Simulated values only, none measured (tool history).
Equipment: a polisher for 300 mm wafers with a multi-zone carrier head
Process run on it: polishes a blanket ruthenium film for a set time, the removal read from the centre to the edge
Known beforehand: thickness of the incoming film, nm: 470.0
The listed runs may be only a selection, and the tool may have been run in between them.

run  hour  flow of slurry (ml/min)  pressure of the head's centre zone  pressure of the head's middle zone  pressure of the head's edge zone  polishing time (s)  film removed at the wafer's centre (angstrom)  film removed at mid-radius (angstrom)  film removed at the wafer's edge (angstrom)
  1   0.0                      215                                1.00                                1.00                              1.00                  56                                         586.27                                 598.64                                       579.64
  2   7.0                      215                                0.97                                1.00                              1.00                  56                                         560.94                                 598.98                                       585.60
  3   7.9                      215                                0.93                                1.00                              1.00                  56                                         542.83                                 596.10                                       582.77
  4   9.8                      220                                0.95                                1.01                              1.01                  58                                         576.98                                 619.00                                       609.68
  5  13.3                      225                                0.97                                1.02                              1.02                  60                                         619.33                                 645.69                                       628.39
  6  20.9                      225                                0.90                                1.02                              1.02                  60                                         573.52                                 641.44                                       626.66
  7  26.7                      225                                0.90                                1.02                              1.02                  60                                         572.01                                 652.74                                       633.51
  8  30.7                      230                                0.92                                1.03                              1.03                  62                                         583.55                                 672.90                                       659.52
  9  33.8                      230                                0.94                                1.03                              1.02                  64                                         633.49                                 688.50                                       675.55
 10  40.2                      235                                0.96                                1.04                              1.02                  66                                         669.68                                 719.20                                       698.30
 11  46.2                      240                                0.98                                1.05                              1.03                  68                                         699.87                                 760.93                                       716.46
 12  52.3                      240                                1.00                                1.05                              1.04                  70                                         737.95                                 770.95                                       750.77
 13  56.8                      245                                1.02                                1.06                              1.05                  71                                         766.79                                 800.04                                       761.54
 14  65.3                      245                                1.03                                1.06                              1.06                  72                                         793.74                                 797.23                                       772.48
 15  68.2                      245                                1.04                                1.07                              1.06                  73                                         807.80                                 831.64                                       789.13

Run 16, settings as shown, results not yet in. Your forecast:
 16  75.9                      245                                1.05                                1.07                              1.07                  74                                              ?                                      ?                                            ?

film removed at the wafer's centre (angstrom): 832.30
film removed at mid-radius (angstrom): 829.76
film removed at the wafer's edge (angstrom): 802.52
